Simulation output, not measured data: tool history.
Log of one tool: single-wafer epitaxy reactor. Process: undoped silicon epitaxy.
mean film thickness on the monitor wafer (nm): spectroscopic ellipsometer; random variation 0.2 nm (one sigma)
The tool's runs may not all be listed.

| run | hour | wafer temperature setpoint (pyrometer-controlled) (deg C) | deposition time (s) | mean film thickness on the monitor wafer (nm) |
|---|---|---|---|---|
| 1 | 0 | 650 | 247 | 43.654 |
| 2 | 6.5 | 651 | 247 | 44.51 |
| 3 | 12.8 | 644 | 247 | 38.932 |
| 4 | 17.1 | 635 | 247 | 32.791 |
| 5 | 18.7 | 626 | 247 | 27.196 |
| 6 | 22.7 | 626 | 213 | 23.322 |
| 7 | 30.2 | 631 | 213 | 25.667 |
| 8 | 36 | 636 | 213 | 28.54 |
| 9 | 43.7 | 640 | 213 | 30.977 |
| 10 | 48.7 | 643 | 213 | 32.933 |

Run 11 comes next. What will it give?
| 11 | 52.3 | 655 | 214 | ? |

{"run 11": {"mean film thickness on the monitor wafer (nm)": 41.33}}

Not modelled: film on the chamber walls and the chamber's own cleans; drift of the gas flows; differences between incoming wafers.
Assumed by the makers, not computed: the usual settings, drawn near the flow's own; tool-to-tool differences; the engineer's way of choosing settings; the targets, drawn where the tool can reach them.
